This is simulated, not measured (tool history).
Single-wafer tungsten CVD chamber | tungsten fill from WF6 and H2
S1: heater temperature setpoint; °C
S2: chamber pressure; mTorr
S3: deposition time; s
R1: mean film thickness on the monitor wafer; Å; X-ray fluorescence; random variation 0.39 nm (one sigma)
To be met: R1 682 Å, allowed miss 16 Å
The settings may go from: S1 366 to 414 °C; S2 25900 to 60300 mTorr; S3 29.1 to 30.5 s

run	hour	S1	S2	S3	R1
1	0	390	43100	30.5	909.06
2	7.4	388	43000	30.5	879.21
3	10.4	394	43000	30.5	984.34
4	11.9	392	42900	30.5	946.96
5	18.5	390	42800	30.5	914.3
6	26.7	380	42800	30.5	759.74
7	32.4	379	42800	30.5	742.35
8	35.6	378	42800	30.5	734.36
9	43.9	377	42800	30.5	719.85

Which of these 5 next moves meets every target?
A	52.2	376	46300	30.5	?
B	52.2	372	48000	30.5	?
C	52.2	380	44200	30.5	?
D	52.2	381	46300	30.5	?
E	52.2	381	44100	30.2	?

move	R1
A	725.65
B	682.29
C	767.51
D	797.91
E	773.53
A: further off than the last run
B: meets every target
C: further off than the last run
D: further off than the last run
E: further off than the last run
The right move is B.

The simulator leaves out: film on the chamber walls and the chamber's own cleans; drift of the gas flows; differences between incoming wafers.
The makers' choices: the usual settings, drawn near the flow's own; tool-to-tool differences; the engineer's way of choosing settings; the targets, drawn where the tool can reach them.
